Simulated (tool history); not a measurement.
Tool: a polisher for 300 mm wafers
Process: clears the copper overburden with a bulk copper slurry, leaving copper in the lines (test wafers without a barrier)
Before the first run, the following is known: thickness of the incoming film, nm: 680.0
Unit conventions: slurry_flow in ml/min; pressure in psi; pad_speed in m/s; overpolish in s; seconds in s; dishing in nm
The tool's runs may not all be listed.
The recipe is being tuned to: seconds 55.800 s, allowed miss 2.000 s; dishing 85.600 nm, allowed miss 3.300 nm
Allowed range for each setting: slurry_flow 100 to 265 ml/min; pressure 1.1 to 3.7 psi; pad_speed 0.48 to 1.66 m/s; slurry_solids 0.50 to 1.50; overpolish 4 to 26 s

run,day,slurry_flow,pressure,pad_speed,slurry_solids,overpolish,seconds,dishing
1,0.000,170,2.4,1.06,1.00,13,78.293,64.667
2,0.171,170,2.4,1.06,1.00,9,78.863,49.880
3,0.321,170,2.1,1.06,1.00,9,86.844,45.675
4,0.504,170,2.1,1.06,1.20,9,84.900,47.070
5,0.742,170,2.1,1.06,1.30,9,82.896,46.610
6,0.967,170,2.1,0.90,1.30,9,96.725,42.783
7,1.296,165,2.7,0.88,1.30,15,79.337,69.943
8,1.388,175,2.9,0.88,1.30,15,73.720,73.873
9,1.454,175,3.1,0.88,1.30,15,68.824,78.561
10,1.704,180,3.2,0.88,1.30,15,67.007,78.898

Which of these 4 next moves meets every target?
A,1.954,175,3.7,0.92,1.35,14,?,?
B,1.954,245,3.0,0.68,1.35,17,?,?
C,1.954,190,3.0,0.82,1.30,18,?,?
D,1.954,170,3.3,0.96,1.35,17,?,?

move,seconds,dishing
A,56.011,86.704
B,88.388,72.607
C,76.255,81.233
D,60.035,90.276
A: meets every target
B: misses by more than the last run did
C: misses by more than the last run did
D: an improvement on the last run, though not all results are within tolerance
A is the move that brings every result within its allowed miss.
